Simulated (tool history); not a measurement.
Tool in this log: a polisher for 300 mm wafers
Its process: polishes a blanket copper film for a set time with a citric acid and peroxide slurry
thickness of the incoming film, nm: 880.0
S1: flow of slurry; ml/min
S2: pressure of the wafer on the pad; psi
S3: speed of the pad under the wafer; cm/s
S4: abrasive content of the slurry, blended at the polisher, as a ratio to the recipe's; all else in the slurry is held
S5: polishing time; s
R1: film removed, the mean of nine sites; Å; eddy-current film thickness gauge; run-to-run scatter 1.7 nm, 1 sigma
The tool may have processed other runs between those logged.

run,hour,S1,S2,S3,S4,S5,R1
1,0.0,285,2.1,118,1.0,50,894.95
2,5.7,285,2.1,118,1.0,46,814.99
3,10.0,325,2.1,118,1.0,46,832.21
4,13.2,325,2.3,118,1.0,46,874.71
5,18.2,325,2.3,118,1.0,46,874.13
# hour 23.3: head pressure recalibrated
6,23.3,370,2.3,118,1.0,46,858.56

Predict the results of run 7:
7,23.8,370,2.5,120,1.0,46,?

R1: 913.20 Å

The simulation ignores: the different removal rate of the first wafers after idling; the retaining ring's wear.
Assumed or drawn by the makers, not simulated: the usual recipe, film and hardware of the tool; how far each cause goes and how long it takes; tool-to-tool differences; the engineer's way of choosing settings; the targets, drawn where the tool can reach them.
